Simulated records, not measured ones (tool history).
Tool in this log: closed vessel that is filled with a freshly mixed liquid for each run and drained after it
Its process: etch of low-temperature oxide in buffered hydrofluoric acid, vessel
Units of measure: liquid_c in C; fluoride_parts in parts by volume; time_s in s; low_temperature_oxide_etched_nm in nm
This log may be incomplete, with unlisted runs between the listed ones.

run,hour,liquid_c,fluoride_parts,time_s,low_temperature_oxide_etched_nm
1,0,24,21,85,202.06
2,5.9,24,21,90,212.11
3,7.5,24,21,90,216.89
4,13.9,24,21,90,216.05
5,22.7,23,21,90,205.51
6,30.8,25.5,21,90,235.42
7,35.7,24,21,90,216.61

Run 8 comes next. What will it give?
8,44,23,21,90,?

{"run 8": {"low_temperature_oxide_etched_nm": 204.13}}

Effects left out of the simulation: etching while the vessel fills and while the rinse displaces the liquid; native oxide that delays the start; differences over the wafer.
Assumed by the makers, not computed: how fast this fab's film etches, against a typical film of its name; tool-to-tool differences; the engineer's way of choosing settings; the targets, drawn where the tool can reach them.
